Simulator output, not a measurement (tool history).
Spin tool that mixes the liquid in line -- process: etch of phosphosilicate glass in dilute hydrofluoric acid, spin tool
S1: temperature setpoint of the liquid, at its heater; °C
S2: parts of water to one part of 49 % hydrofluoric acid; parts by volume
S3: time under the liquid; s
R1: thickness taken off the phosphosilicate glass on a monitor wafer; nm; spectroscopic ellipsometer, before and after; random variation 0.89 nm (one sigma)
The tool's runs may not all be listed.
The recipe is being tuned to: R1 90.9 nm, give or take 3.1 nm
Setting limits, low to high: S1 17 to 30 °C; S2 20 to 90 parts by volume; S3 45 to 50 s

run  hour    S1  S2  S3      R1
  1     0    22  50  45  151.43
  2   5.9    21  55  45     130
  3  13.1    21  55  50  146.51
  4  18.1    23  55  50  156.86
  5  27.1    22  60  50  137.55
     34.7  -- thermometer replaced
  6  34.7    21  65  50  129.56
  7  40.3  20.5  70  50  116.76
  8  48.2    20  75  50  104.67
  9  50.4  19.5  75  50  106.06
 10  55.2    19  75  50   100.7
 11  63.6  18.5  75  50  102.02

Exercise: of the 4 proposed moves below, exactly one satisfies all targets within the stated allowed misses. Which move is it?
  A    72  21.5  70  45   ?
  B    72  20.5  80  45   ?
  C    72  19.5  75  50   ?
  D    72    22  70  50   ?

move      R1
   A  111.45
   B  92.456
   C  105.71
   D  126.41
A: the biggest miss grows against the last run
B: every result within its allowed miss
C: the biggest miss grows against the last run
D: the biggest miss grows against the last run
The move that meets every target is B.
